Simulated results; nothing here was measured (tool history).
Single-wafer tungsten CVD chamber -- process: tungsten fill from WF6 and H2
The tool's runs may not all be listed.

run  hour  heater temperature setpoint (°C)  chamber pressure (mTorr)  deposition time (s)  mean film thickness on the monitor wafer (nm)
  1   0.0                               380                     36900                 12.6                                         26.567
  2   7.6                               380                     31300                 12.6                                         24.459
  3  16.6                               380                     37100                 12.6                                         26.492
  4  23.3                               380                     37100                 12.0                                         25.271
  5  26.0                               369                     37100                 12.0                                         19.540
  6  32.0                               369                     37100                 12.6                                         20.524
  7  34.7                               381                     37300                 12.6                                         27.213

What will run 8 give?
  8  43.6                               382                     37300                 12.6                                              ?

{"run 8": {"mean film thickness on the monitor wafer (nm)": 27.846}}
